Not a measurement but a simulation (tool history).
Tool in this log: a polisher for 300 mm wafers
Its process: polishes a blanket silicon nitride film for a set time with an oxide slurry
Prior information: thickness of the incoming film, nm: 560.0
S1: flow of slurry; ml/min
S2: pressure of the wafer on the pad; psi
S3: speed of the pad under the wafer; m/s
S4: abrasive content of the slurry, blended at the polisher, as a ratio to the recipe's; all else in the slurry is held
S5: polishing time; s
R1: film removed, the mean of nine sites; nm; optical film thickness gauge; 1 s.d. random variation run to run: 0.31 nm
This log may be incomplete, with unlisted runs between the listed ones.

{"run": 1, "day": 0.0, "S1": 320, "S2": 3.6, "S3": 1.08, "S4": 1, "S5": 29, "R1": 22.931}
{"run": 2, "day": 0.338, "S1": 320, "S2": 3.9, "S3": 1.08, "S4": 1, "S5": 29, "R1": 24.648}
{"run": 3, "day": 0.392, "S1": 320, "S2": 3.9, "S3": 1.22, "S4": 1, "S5": 29, "R1": 26.901}
{"run": 4, "day": 0.758, "S1": 320, "S2": 3.9, "S3": 1.04, "S4": 1, "S5": 29, "R1": 23.853}
{"run": 5, "day": 0.938, "S1": 320, "S2": 4.2, "S3": 1.06, "S4": 1, "S5": 29, "R1": 26.152}
{"run": 6, "day": 1.121, "S1": 320, "S2": 4.2, "S3": 1.06, "S4": 0.8, "S5": 29, "R1": 22.907}
{"run": 7, "day": 1.204, "S1": 320, "S2": 4.4, "S3": 1.1, "S4": 0.8, "S5": 29, "R1": 25.026}
{"run": 8, "day": 1.425, "S1": 320, "S2": 4.6, "S3": 1.14, "S4": 0.8, "S5": 29, "R1": 27.109}
{"run": 9, "day": 1.667, "S1": 320, "S2": 4.8, "S3": 1.16, "S4": 0.8, "S5": 29, "R1": 28.745}
{"run": 10, "day": 1.812, "S1": 320, "S2": 4.9, "S3": 1.18, "S4": 0.8, "S5": 29, "R1": 29.523}
{"run": 11, "day": 1.892, "S1": 320, "S2": 5, "S3": 1.2, "S4": 0.8, "S5": 29, "R1": 30.592}
{"run": 12, "day": 2.033, "S1": 320, "S2": 5.1, "S3": 1.22, "S4": 0.8, "S5": 29, "R1": 31.195}
{"run": 13, "day": 2.262, "S1": 320, "S2": 5.2, "S3": 1.26, "S4": 0.8, "S5": 29, "R1": 33.457}
{"run": 14, "day": 2.321, "S1": 320, "S2": 5.3, "S3": 1.28, "S4": 0.8, "S5": 29, "R1": 34.319}
{"run": 15, "day": 2.496, "S1": 320, "S2": 5.4, "S3": 1.3, "S4": 0.8, "S5": 29, "R1": 35.16}
{"run": 16, "day": 2.696, "S1": 320, "S2": 5.4, "S3": 1.32, "S4": 0.8, "S5": 29, "R1": 35.287}

Forecast run 17:
{"run": 17, "day": 2.762, "S1": 320, "S2": 5.4, "S3": 1.34, "S4": 0.8, "S5": 29, "R1": "?"}

{"run 17": {"R1": 35.834}}
